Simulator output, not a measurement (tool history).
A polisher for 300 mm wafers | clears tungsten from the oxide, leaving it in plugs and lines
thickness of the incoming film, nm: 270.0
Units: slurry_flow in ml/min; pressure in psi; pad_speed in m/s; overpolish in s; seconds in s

{"run": 1, "day": 0.0, "slurry_flow": 300, "pressure": 4.1, "pad_speed": 1.16, "slurry_solids": 1, "overpolish": 6, "seconds": 36.91}
{"run": 2, "day": 0.121, "slurry_flow": 300, "pressure": 4.1, "pad_speed": 0.92, "slurry_solids": 1, "overpolish": 6, "seconds": 46.262}
{"run": 3, "day": 0.204, "slurry_flow": 300, "pressure": 3.2, "pad_speed": 0.92, "slurry_solids": 1, "overpolish": 6, "seconds": 58.075}
{"run": 4, "day": 0.404, "slurry_flow": 300, "pressure": 3.2, "pad_speed": 0.92, "slurry_solids": 0.85, "overpolish": 6, "seconds": 59.096}
{"run": 5, "day": 0.675, "slurry_flow": 300, "pressure": 3.2, "pad_speed": 0.92, "slurry_solids": 0.85, "overpolish": 5, "seconds": 59.665}
{"run": 6, "day": 0.996, "slurry_flow": 300, "pressure": 3.5, "pad_speed": 0.94, "slurry_solids": 0.85, "overpolish": 5, "seconds": 55.448}

Forecast run 7:
{"run": 7, "day": 1.367, "slurry_flow": 300, "pressure": 3.8, "pad_speed": 0.96, "slurry_solids": 0.85, "overpolish": 5, "seconds": "?"}

{"run 7": {"seconds": 48.26}}

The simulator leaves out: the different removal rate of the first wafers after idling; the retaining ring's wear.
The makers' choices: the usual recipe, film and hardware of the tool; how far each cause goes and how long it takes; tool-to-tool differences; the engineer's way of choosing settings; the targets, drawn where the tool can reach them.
